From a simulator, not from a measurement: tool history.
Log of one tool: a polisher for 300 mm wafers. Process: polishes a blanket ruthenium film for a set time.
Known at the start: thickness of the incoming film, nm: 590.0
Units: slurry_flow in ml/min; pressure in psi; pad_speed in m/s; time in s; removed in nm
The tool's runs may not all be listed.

run    day  slurry_flow  pressure  pad_speed  time  removed
  1  0.000          265       2.5       0.78    41   45.049
  2  0.117          265       2.5       0.92    41   50.726
  3  0.150          265       3.0       0.92    41   60.249
  4  0.508          260       2.6       0.92    41   52.859
  5  0.654          260       2.4       0.92    41   49.256
  6  0.921          260       2.6       0.92    41   53.565
  7  1.088          260       2.3       0.92    41   47.222

Forecast run 8:
  8  1.396          260       2.1       0.92    41        ?

removed: 42.943 nm
